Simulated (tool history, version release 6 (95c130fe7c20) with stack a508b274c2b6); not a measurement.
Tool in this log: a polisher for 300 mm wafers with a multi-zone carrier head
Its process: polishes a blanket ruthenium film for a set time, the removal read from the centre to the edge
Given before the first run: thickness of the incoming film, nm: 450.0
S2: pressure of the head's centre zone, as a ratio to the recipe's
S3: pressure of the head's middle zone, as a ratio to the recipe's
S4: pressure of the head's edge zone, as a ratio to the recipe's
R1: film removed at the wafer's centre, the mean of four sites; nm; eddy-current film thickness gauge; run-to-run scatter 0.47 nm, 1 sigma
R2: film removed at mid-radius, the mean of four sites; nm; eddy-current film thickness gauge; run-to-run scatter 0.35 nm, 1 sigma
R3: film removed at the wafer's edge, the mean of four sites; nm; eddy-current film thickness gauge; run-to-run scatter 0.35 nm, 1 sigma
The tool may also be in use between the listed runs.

{"run": 1, "hour": 0.0, "flow of slurry (ml/min)": 305, "S2": 1.0, "S3": 1.0, "S4": 1.0, "polishing time (s)": 45, "R1": 50.952, "R2": 49.976, "R3": 50.37}
{"run": 2, "hour": 7.5, "flow of slurry (ml/min)": 305, "S2": 1.0, "S3": 1.0, "S4": 0.93, "polishing time (s)": 45, "R1": 49.827, "R2": 51.263, "R3": 48.187}
{"run": 3, "hour": 15.8, "flow of slurry (ml/min)": 305, "S2": 1.01, "S3": 0.99, "S4": 0.92, "polishing time (s)": 42, "R1": 47.49, "R2": 47.371, "R3": 44.798}
{"run": 4, "hour": 20.8, "flow of slurry (ml/min)": 305, "S2": 1.01, "S3": 0.99, "S4": 0.89, "polishing time (s)": 42, "R1": 48.431, "R2": 46.692, "R3": 44.534}
{"run": 5, "hour": 24.7, "flow of slurry (ml/min)": 305, "S2": 1.01, "S3": 0.99, "S4": 0.88, "polishing time (s)": 39, "R1": 44.17, "R2": 43.919, "R3": 40.143}
{"run": 6, "hour": 27.0, "flow of slurry (ml/min)": 305, "S2": 1.01, "S3": 0.99, "S4": 0.92, "polishing time (s)": 39, "R1": 43.492, "R2": 43.448, "R3": 42.159}
{"run": 7, "hour": 29.5, "flow of slurry (ml/min)": 305, "S2": 1.01, "S3": 0.99, "S4": 0.92, "polishing time (s)": 39, "R1": 44.711, "R2": 43.166, "R3": 41.526}
{"run": 8, "hour": 34.6, "flow of slurry (ml/min)": 305, "S2": 1.01, "S3": 0.99, "S4": 0.91, "polishing time (s)": 37, "R1": 42.33, "R2": 41.569, "R3": 39.832}
{"run": 9, "hour": 38.7, "flow of slurry (ml/min)": 305, "S2": 1.01, "S3": 0.99, "S4": 0.9, "polishing time (s)": 36, "R1": 41.27, "R2": 39.559, "R3": 37.245}
{"run": 10, "hour": 42.3, "flow of slurry (ml/min)": 305, "S2": 1.01, "S3": 0.98, "S4": 0.89, "polishing time (s)": 35, "R1": 39.947, "R2": 38.718, "R3": 37.589}
{"run": 11, "hour": 44.2, "flow of slurry (ml/min)": 305, "S2": 1.01, "S3": 0.98, "S4": 0.88, "polishing time (s)": 34, "R1": 37.934, "R2": 37.354, "R3": 35.534}
{"run": 12, "hour": 46.0, "flow of slurry (ml/min)": 305, "S2": 1.02, "S3": 0.98, "S4": 0.87, "polishing time (s)": 33, "R1": 38.587, "R2": 36.632, "R3": 34.041}
{"run": 13, "hour": 47.4, "flow of slurry (ml/min)": 305, "S2": 1.02, "S3": 0.97, "S4": 0.86, "polishing time (s)": 33, "R1": 37.214, "R2": 36.243, "R3": 33.633}

Run 14 is up next; what results do you expect?
{"run": 14, "hour": 52.2, "flow of slurry (ml/min)": 305, "S2": 1.02, "S3": 0.97, "S4": 0.86, "polishing time (s)": 33, "R1": "?", "R2": "?", "R3": "?"}

Run 14 gave R1 37.976 nm, R2 35.658 nm, R3 33.763 nm.
